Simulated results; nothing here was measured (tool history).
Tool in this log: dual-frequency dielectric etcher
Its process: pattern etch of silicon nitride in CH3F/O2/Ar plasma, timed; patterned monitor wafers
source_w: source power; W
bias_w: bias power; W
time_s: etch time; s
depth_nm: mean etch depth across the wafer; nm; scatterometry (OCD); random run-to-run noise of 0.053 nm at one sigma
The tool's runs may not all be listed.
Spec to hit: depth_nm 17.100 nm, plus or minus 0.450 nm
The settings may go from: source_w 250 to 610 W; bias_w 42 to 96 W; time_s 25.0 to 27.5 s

run,day,source_w,bias_w,time_s,depth_nm
1,0.000,430,69,27.5,20.725
2,0.329,430,79,27.5,21.615
3,0.592,380,79,27.5,20.776
4,0.850,380,79,27.5,20.707
5,1.162,380,79,27.5,20.678
6,1.358,380,75,27.5,20.419
7,1.454,350,70,27.0,18.958
8,1.696,320,69,27.0,18.212

Consider the 4 candidate settings below. Which is the only one whose results all fall within their allowed miss of target?
A,1.938,310,67,27.5,?
B,1.938,370,62,25.0,?
C,1.938,390,72,27.0,?
D,1.938,330,67,27.5,?

move,depth_nm
A,18.148
B,17.213
C,19.854
D,18.576
A: closes in on the targets versus the last run, not all within tolerance yet
B: all results in spec
C: the biggest miss grows against the last run
D: the biggest miss grows against the last run
The right move is B.
